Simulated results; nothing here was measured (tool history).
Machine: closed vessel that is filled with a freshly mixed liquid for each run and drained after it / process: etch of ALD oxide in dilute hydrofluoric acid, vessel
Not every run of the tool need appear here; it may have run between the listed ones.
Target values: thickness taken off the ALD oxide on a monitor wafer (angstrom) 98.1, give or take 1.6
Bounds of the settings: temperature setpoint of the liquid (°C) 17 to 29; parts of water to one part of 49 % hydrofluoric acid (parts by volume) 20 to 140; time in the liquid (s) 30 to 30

run,hour,temperature setpoint of the liquid (°C),parts of water to one part of 49 % hydrofluoric acid (parts by volume),time in the liquid (s),thickness taken off the ALD oxide on a monitor wafer (angstrom)
1,0,21,75,30,90.618
2,2.9,21,90,30,74.804
3,4.7,21,90,30,74.689
4,8,21,115,30,57.188
5,9.4,21,95,30,70.726
6,12.4,18.5,95,30,63.861
7,14.8,22.5,95,30,75.01
8,21,23.5,95,30,78.383
9,27.3,24.5,95,30,81.225
10,33.2,28.5,95,30,94.511
11,35.5,29,95,30,96.496
12,39.8,28.5,95,30,94.97
13,41.8,29,95,30,96.832
# hour 45.7: thermometer replaced
14,45.7,29,95,30,90.977

Which of these 4 next moves meets every target?
A,49.6,29,85,30,?
B,49.6,28,95,30,?
C,49.6,29,90,30,?
D,49.6,29,105,30,?

move,thickness taken off the ALD oxide on a monitor wafer (angstrom)
A,103.5
B,87.891
C,97.061
D,81.482
A: pushes the last run's worst result past its target
B: moves away from the targets compared with the last run
C: all results land within tolerance of their targets
D: moves away from the targets compared with the last run
Go with C: it meets all targets.
